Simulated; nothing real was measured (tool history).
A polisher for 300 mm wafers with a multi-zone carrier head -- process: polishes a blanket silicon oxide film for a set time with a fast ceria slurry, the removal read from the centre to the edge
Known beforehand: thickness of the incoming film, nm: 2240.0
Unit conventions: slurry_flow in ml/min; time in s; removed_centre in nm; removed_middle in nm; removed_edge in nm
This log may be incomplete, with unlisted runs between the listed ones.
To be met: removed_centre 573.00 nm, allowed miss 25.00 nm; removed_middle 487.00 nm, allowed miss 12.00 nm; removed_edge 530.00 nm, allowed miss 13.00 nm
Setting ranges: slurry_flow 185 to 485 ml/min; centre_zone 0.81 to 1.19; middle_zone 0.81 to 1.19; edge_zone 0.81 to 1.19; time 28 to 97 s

run	day	slurry_flow	centre_zone	middle_zone	edge_zone	time	removed_centre	removed_middle	removed_edge
1	0.000	310	1.00	1.00	1.00	62	715.51	729.71	695.16
2	0.154	300	1.00	0.97	0.99	60	698.21	681.82	680.24
3	0.254	300	1.00	1.04	0.99	60	691.05	731.12	678.13
4	0.346	300	1.06	1.04	0.99	60	735.86	732.91	677.94
5	0.450	300	1.06	0.98	0.99	60	731.39	686.20	673.89
6	0.588	300	1.06	0.98	1.07	60	747.74	679.18	696.26
7	0.908	265	1.05	0.88	0.97	44	528.15	457.06	483.99
8	1.150	280	1.05	0.88	0.99	44	526.09	456.99	494.66
9	1.300	295	1.06	0.89	1.00	44	543.67	473.59	502.58
10	1.404	305	1.06	0.89	1.01	44	532.40	469.43	511.71
11	1.604	310	1.07	0.89	1.01	44	550.48	468.19	512.38
12	1.825	320	1.07	0.89	1.01	44	542.50	469.47	507.31
13	2.088	325	1.08	0.89	1.02	44	554.31	471.72	511.22
14	2.125	330	1.08	0.89	1.03	44	557.81	469.71	507.99
15	2.438	330	1.08	0.89	1.04	44	546.94	471.59	509.50
16	2.467	330	1.08	0.89	1.04	44	546.49	467.56	514.51
17	2.679	335	1.09	0.89	1.04	44	539.20	473.99	508.83
18	2.933	330	1.10	0.89	1.05	44	554.18	469.04	513.51
19	3.033	335	1.10	0.89	1.06	44	558.56	471.15	524.10

Which of these 4 next moves meets every target?
A	3.133	405	1.12	0.82	1.04	45	?	?	?
B	3.133	375	1.13	0.92	1.12	44	?	?	?
C	3.133	330	1.15	0.81	1.13	45	?	?	?
D	3.133	350	1.06	0.87	1.13	43	?	?	?

move	removed_centre	removed_middle	removed_edge
A	595.25	454.68	529.79
B	582.96	485.75	532.33
C	597.23	442.14	542.60
D	535.52	450.63	520.28
A: its largest miss is bigger than the last run's
B: all results land within tolerance of their targets
C: its largest miss is bigger than the last run's
D: its largest miss is bigger than the last run's
So the answer is move B, the one that meets all the targets.
